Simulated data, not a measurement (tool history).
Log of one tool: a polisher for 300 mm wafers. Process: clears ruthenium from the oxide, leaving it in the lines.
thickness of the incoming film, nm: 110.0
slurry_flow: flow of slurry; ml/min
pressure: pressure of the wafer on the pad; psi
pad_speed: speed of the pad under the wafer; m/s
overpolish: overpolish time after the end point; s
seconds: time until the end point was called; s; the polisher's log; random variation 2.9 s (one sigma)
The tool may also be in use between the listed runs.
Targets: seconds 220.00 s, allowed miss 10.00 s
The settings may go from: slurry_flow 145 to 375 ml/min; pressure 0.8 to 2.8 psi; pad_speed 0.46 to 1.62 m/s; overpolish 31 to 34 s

run  hour  slurry_flow  pressure  pad_speed  overpolish  seconds
  1   0.0          240       1.8       1.04          31   105.00
  2   8.2          240       1.8       1.04          31   101.79
  3  15.8          270       1.8       1.04          31   102.78
  4  17.3          270       1.8       1.04          34   103.76
  5  20.1          230       1.8       1.04          34   102.20
  6  26.6          175       1.8       1.04          34   108.26
  7  28.4          175       1.8       1.04          34   108.72
  8  33.4          175       1.7       1.02          34   115.30
  9  36.4          175       1.6       1.00          34   127.16
 10  39.2          175       1.5       1.00          34   131.10
     42.0  -- slurry nozzle cleaned
 11  42.0          175       1.4       0.98          34   135.64
 12  46.7          175       1.3       0.94          34   148.76
 13  49.5          175       1.2       0.92          34   164.34
 14  52.0          175       1.1       0.90          34   171.67
 15  57.3          175       1.1       0.88          34   171.80
 16  58.5          175       1.1       0.86          34   179.45
 17  60.5          175       0.8       0.82          34   237.50

5 next moves are on the table. One of them brings every result within its allowed miss. Which?
  A  62.5          180       0.8       0.76          31        ?
  B  62.5          145       0.8       0.90          34        ?
  C  62.5          145       1.1       0.80          34        ?
  D  62.5          175       0.8       0.74          34        ?
  E  62.5          150       0.9       0.70          31        ?

move  seconds
   A   254.59
   B   223.24
   C   200.17
   D   262.17
   E   261.04
A: further off than the last run
B: meets every target
C: takes the result that was furthest off past its target
D: further off than the last run
E: further off than the last run
The right move is B.

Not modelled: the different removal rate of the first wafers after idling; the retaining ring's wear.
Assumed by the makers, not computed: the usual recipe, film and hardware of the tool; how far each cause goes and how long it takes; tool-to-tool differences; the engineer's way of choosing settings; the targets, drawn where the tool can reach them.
